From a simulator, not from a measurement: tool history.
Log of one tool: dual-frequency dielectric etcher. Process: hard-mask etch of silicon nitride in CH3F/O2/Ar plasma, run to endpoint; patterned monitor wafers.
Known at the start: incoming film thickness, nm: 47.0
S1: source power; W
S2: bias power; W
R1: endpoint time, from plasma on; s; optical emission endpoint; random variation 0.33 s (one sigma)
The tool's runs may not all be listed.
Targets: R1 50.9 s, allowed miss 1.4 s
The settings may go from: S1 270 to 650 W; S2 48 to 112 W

Run 1, hour 0: S1 460 W, S2 80 W. Result: R1 64.929 s.
Run 2, hour 7.4: S1 460 W, S2 71 W. Result: R1 67.213 s.
Run 3, hour 9.8: S1 420 W, S2 71 W. Result: R1 70.227 s.
Run 4, hour 17.3: S1 420 W, S2 84 W. Result: R1 67.198 s.
Run 5, hour 20.9: S1 420 W, S2 77 W. Result: R1 68.735 s.
Run 6, hour 23.2: S1 340 W, S2 77 W. Result: R1 77.552 s.
Run 7, hour 26.7: S1 340 W, S2 77 W. Result: R1 77.513 s.
Run 8, hour 29.5: S1 430 W, S2 80 W. Result: R1 66.666 s.
Run 9, hour 33.8: S1 430 W, S2 80 W. Result: R1 67.12 s.
At hour 35.1: wet clean of the chamber.
Run 10, hour 35.1: S1 490 W, S2 82 W. Result: R1 59.387 s.
Run 11, hour 35.7: S1 590 W, S2 85 W. Result: R1 53.782 s.
Run 12, hour 37: S1 600 W, S2 86 W. Result: R1 53.211 s.
Run 13, hour 45.6: S1 610 W, S2 86 W. Result: R1 52.304 s.

Which of these 5 next moves meets every target?
Run A, hour 54.2: S1 650 W, S2 101 W. Result: R1 ?.
Run B, hour 54.2: S1 640 W, S2 105 W. Result: R1 ?.
Run C, hour 54.2: S1 600 W, S2 96 W. Result: R1 ?.
Run D, hour 54.2: S1 650 W, S2 98 W. Result: R1 ?.
Run E, hour 54.2: S1 590 W, S2 80 W. Result: R1 ?.

move      R1
   A  48.121
   B  47.877
   C  50.853
   D  48.587
   E  54.271
A: takes the result that was furthest off past its target
B: takes the result that was furthest off past its target
C: meets every target
D: takes the result that was furthest off past its target
E: further off than the last run
The right move is C.
